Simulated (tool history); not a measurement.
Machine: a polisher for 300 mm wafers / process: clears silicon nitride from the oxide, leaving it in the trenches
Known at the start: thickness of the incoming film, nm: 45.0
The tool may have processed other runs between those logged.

| run | hour | flow of slurry (ml/min) | pressure of the wafer on the pad (kPa) | speed of the pad under the wafer (cm/s) | overpolish time after the end point (s) | time until the end point was called (s) |
|---|---|---|---|---|---|---|
| 1 | 0.0 | 130 | 13.1 | 104 | 26 | 72.618 |
| 2 | 3.2 | 155 | 13.1 | 104 | 26 | 69.685 |
| 3 | 6.8 | 155 | 13.1 | 104 | 26 | 67.428 |
| 4 | 7.4 | 155 | 15.2 | 104 | 26 | 61.567 |
| 5 | 15.6 | 155 | 13.1 | 102 | 26 | 68.198 |
| 6 | 16.7 | 155 | 15.9 | 102 | 26 | 58.841 |
| 7 | 25.3 | 150 | 13.8 | 100 | 26 | 68.655 |

Run 8 comes next. What will it give?
| 8 | 27.3 | 145 | 12.4 | 98 | 26 | ? |

Run 8 came out at time until the end point was called (s) 78.979.
